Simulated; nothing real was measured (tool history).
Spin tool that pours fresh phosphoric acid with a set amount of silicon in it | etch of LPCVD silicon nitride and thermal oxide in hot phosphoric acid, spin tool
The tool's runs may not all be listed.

run	hour	temperature setpoint of the liquid (C)	silicon dissolved in the acid as it is poured (mg a litre)	time under the liquid (s)	thickness taken off the LPCVD silicon nitride on a monitor wafer (angstrom)	thickness taken off the thermal oxide on a monitor wafer (angstrom)
1	0.0	163.0	16.5	115	118.84	2.3737
2	4.8	164.5	16.5	115	125.34	2.2664
3	9.6	165.0	16.0	115	130.27	2.8501
4	18.4	165.5	18.0	115	127.40	3.1547
5	22.0	165.0	14.5	120	132.88	3.8834
6	26.6	165.5	17.0	120	134.44	3.8200
7	34.4	165.0	19.0	125	140.05	2.8261
8	41.9	165.0	20.0	125	138.75	3.2113
9	50.3	165.0	22.0	125	141.60	2.0146
10	55.6	165.5	22.0	125	140.81	3.3493
11	59.8	165.5	23.0	125	139.50	2.7233

Run 12, settings as shown, results not yet in. Your forecast:
12	66.7	165.5	24.0	125	?	?

thickness taken off the LPCVD silicon nitride on a monitor wafer (angstrom): 140.51
thickness taken off the thermal oxide on a monitor wafer (angstrom): 2.6969
